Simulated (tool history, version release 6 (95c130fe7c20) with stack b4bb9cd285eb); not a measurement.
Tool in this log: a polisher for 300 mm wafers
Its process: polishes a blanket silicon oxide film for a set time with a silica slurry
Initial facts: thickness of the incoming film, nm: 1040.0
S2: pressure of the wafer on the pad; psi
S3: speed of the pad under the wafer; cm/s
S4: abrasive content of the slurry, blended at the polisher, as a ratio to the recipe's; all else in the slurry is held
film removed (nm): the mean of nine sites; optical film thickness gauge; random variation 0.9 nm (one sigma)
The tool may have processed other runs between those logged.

{"run": 1, "hour": 0.0, "flow of slurry (ml/min)": 195, "S2": 2.8, "S3": 94, "S4": 1, "polishing time (s)": 33, "film removed (nm)": 71.148}
{"run": 2, "hour": 5.7, "flow of slurry (ml/min)": 195, "S2": 2.8, "S3": 112, "S4": 1, "polishing time (s)": 33, "film removed (nm)": 80.682}
{"run": 3, "hour": 10.7, "flow of slurry (ml/min)": 195, "S2": 2.8, "S3": 100, "S4": 1, "polishing time (s)": 33, "film removed (nm)": 75.025}
{"run": 4, "hour": 19.4, "flow of slurry (ml/min)": 200, "S2": 3, "S3": 100, "S4": 1, "polishing time (s)": 33, "film removed (nm)": 78.149}
{"run": 5, "hour": 22.4, "flow of slurry (ml/min)": 200, "S2": 3, "S3": 100, "S4": 1, "polishing time (s)": 33, "film removed (nm)": 80.315}
{"run": 6, "hour": 27.7, "flow of slurry (ml/min)": 205, "S2": 3.1, "S3": 100, "S4": 1, "polishing time (s)": 33, "film removed (nm)": 80.807}

Run 7 comes next. What will it give?
{"run": 7, "hour": 28.6, "flow of slurry (ml/min)": 205, "S2": 3.1, "S3": 100, "S4": 1, "polishing time (s)": 33, "film removed (nm)": "?"}

film removed (nm): 80.772

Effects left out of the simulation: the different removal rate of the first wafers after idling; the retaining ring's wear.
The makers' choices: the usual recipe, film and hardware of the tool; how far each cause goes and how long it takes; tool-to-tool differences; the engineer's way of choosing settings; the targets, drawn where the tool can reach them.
